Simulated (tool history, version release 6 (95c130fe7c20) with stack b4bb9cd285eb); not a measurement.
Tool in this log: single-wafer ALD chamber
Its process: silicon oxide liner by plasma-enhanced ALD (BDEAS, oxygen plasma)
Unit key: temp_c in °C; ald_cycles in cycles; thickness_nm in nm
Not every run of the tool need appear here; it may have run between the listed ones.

Run 1, hour 0: temp_c 315 °C, ald_cycles 56 cycles. Result: thickness_nm 4.8121 nm.
Run 2, hour 8.2: temp_c 311 °C, ald_cycles 56 cycles. Result: thickness_nm 4.8369 nm.
Run 3, hour 10.3: temp_c 311 °C, ald_cycles 52 cycles. Result: thickness_nm 4.4745 nm.
Run 4, hour 17.4: temp_c 303 °C, ald_cycles 52 cycles. Result: thickness_nm 4.5693 nm.
Run 5, hour 20.8: temp_c 295 °C, ald_cycles 52 cycles. Result: thickness_nm 4.677 nm.
Run 6, hour 24: temp_c 294 °C, ald_cycles 55 cycles. Result: thickness_nm 4.9895 nm.
Run 7, hour 29.7: temp_c 293 °C, ald_cycles 57 cycles. Result: thickness_nm 5.1656 nm.
Run 8, hour 35.3: temp_c 293 °C, ald_cycles 59 cycles. Result: thickness_nm 5.3889 nm.

The next listed run, before its measurement:
Run 9, hour 37.5: temp_c 293 °C, ald_cycles 61 cycles. Result: thickness_nm ?.

thickness_nm: 5.5568 nm
